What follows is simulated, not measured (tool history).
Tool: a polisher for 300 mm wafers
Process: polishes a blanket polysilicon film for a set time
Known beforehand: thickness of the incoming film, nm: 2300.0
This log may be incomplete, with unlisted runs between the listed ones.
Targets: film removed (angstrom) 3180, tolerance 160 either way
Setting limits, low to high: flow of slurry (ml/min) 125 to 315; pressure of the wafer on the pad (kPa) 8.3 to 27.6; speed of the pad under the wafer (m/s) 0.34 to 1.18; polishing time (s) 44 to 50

| run | day | flow of slurry (ml/min) | pressure of the wafer on the pad (kPa) | speed of the pad under the wafer (m/s) | polishing time (s) | film removed (angstrom) |
|---|---|---|---|---|---|---|
| 1 | 0 | 205 | 17.9 | 0.76 | 50 | 2422.7 |
| 2 | 0.325 | 205 | 17.9 | 0.76 | 50 | 2402.2 |
| 3 | 0.5 | 205 | 19.3 | 0.76 | 50 | 2578 |
| 4 | 0.558 | 205 | 19.3 | 0.64 | 50 | 2157.4 |
|  | 0.817 | slurry nozzle cleaned |
| 5 | 0.817 | 175 | 19.3 | 0.64 | 50 | 2156.1 |
| 6 | 1.146 | 200 | 19.3 | 0.64 | 50 | 2177.6 |
| 7 | 1.221 | 200 | 21.4 | 0.64 | 50 | 2407.6 |
| 8 | 1.5 | 200 | 22.8 | 0.64 | 50 | 2545.3 |

5 next moves are on the table. One of them brings every result within its allowed miss. Which?
| A | 1.779 | 210 | 24.8 | 0.68 | 50 | ? |
| B | 1.779 | 240 | 22.8 | 0.8 | 50 | ? |
| C | 1.779 | 210 | 26.9 | 0.64 | 47 | ? |
| D | 1.779 | 255 | 23.4 | 0.7 | 46 | ? |
| E | 1.779 | 190 | 26.9 | 0.58 | 50 | ? |

| move | film removed (angstrom) |
|---|---|
| A | 2940.1 |
| B | 3231.1 |
| C | 2801.8 |
| D | 2698.8 |
| E | 2678.4 |
A: gains on the last run, yet a result remains outside its allowed miss
B: all results in spec
C: gains on the last run, yet a result remains outside its allowed miss
D: gains on the last run, yet a result remains outside its allowed miss
E: gains on the last run, yet a result remains outside its allowed miss
The move that meets every target is B.

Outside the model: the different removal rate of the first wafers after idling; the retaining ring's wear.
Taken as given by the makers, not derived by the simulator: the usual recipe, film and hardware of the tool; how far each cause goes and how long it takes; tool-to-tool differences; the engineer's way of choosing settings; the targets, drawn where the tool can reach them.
